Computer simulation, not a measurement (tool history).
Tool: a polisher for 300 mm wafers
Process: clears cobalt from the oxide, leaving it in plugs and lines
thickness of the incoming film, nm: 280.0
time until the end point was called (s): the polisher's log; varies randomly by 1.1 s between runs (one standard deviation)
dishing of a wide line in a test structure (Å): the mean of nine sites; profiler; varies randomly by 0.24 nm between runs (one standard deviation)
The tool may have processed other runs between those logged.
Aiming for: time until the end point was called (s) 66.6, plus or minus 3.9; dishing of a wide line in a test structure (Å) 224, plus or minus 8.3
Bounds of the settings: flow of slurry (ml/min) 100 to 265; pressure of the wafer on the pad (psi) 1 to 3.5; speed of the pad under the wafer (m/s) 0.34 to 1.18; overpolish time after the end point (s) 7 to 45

run	hour	flow of slurry (ml/min)	pressure of the wafer on the pad (psi)	speed of the pad under the wafer (m/s)	overpolish time after the end point (s)	time until the end point was called (s)	dishing of a wide line in a test structure (Å)
1	0	170	2.2	0.76	23	84.746	411.31
2	4.2	165	2.2	0.76	21	83.577	393.96
3	12.5	165	2.2	0.82	21	79.507	403.9
4	20	155	2.2	0.82	19	79.772	382.27
5	22.6	145	2.1	0.88	17	76.266	362.59
6	26.2	105	2.1	0.88	17	82.258	352.04
7	32.4	105	2	0.92	16	83.756	338.93
8	33.6	105	1.9	0.96	15	84.306	326.45
# hour 36.5: worn pad replaced by a new one
9	36.5	105	1.8	1	14	81.497	322.06
10	39.2	105	1.7	1.02	13	83.318	296.08
11	39.8	125	1.6	1.04	12	83.272	279.36
12	47.2	145	1.6	1.06	11	82.507	265.95
13	51.7	160	1.6	1.08	10	79.574	253.8
14	53.2	170	1.6	1.1	10	78.102	259.51
15	60.8	185	1.6	1.12	10	78.189	267.56
16	62.1	195	1.6	1.12	10	77.137	265.46
17	63.9	205	1.6	1.12	10	73.707	269.68
18	72.5	215	1.6	1.12	10	74.953	262.77
19	78.6	220	1.6	1.12	10	77.902	268.46
20	80.1	220	1.6	1.12	10	73.882	263.4
21	84.4	225	1.6	1.12	10	73.34	267.38
22	89.6	230	1.6	1.12	10	75.761	266.22
23	98.3	235	1.6	1.12	10	71.8	267.68
24	106.4	235	1.6	1.12	10	74.242	268.13
25	113.6	240	1.6	1.12	10	74.818	265.91
26	117.9	245	1.6	1.12	10	74.15	274.5
27	121.9	225	1.6	1.12	10	73.122	267.28
28	128.3	230	1.6	1.12	10	75.002	265.89
29	134.8	235	1.6	1.12	10	74.769	265.06

Exactly one of the 4 candidate moves below puts every result within its allowed miss. Which one?
A	141.3	255	1.8	1.12	7	?	?
B	141.3	240	1.6	1.06	14	?	?
C	141.3	225	1.9	0.78	16	?	?
D	141.3	205	1.6	1.16	7	?	?

move	time until the end point was called (s)	dishing of a wide line in a test structure (Å)
A	66.998	221.23
B	77.479	323.85
C	83.957	334.71
D	73.521	205.98
A: all results in spec
B: further off than the last run
C: further off than the last run
D: the result that was furthest off in the last run now lies on the other side of its target
Move A is the one to make.
